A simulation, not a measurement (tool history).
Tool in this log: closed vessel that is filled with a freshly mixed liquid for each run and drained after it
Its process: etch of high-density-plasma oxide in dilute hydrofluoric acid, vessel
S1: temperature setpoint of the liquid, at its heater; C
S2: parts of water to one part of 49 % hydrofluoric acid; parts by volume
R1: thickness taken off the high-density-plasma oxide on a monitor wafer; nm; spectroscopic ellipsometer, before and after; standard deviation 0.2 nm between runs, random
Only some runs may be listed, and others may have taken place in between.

{"run": 1, "day": 0.0, "S1": 21, "S2": 215, "time in the liquid (s)": 610, "R1": 15.602}
{"run": 2, "day": 0.35, "S1": 23, "S2": 210, "time in the liquid (s)": 610, "R1": 17.434}
{"run": 3, "day": 0.708, "S1": 25, "S2": 210, "time in the liquid (s)": 610, "R1": 18.691}
{"run": 4, "day": 1.012, "S1": 25, "S2": 240, "time in the liquid (s)": 610, "R1": 15.967}
{"run": 5, "day": 1.275, "S1": 26, "S2": 230, "time in the liquid (s)": 610, "R1": 17.409}
{"run": 6, "day": 1.596, "S1": 27, "S2": 220, "time in the liquid (s)": 610, "R1": 18.877}
{"run": 7, "day": 1.896, "S1": 27.5, "S2": 215, "time in the liquid (s)": 610, "R1": 19.907}

Estimate the outcome of run 8 from the log above:
{"run": 8, "day": 2.204, "S1": 28, "S2": 210, "time in the liquid (s)": 610, "R1": "?"}

R1: 20.948 nm
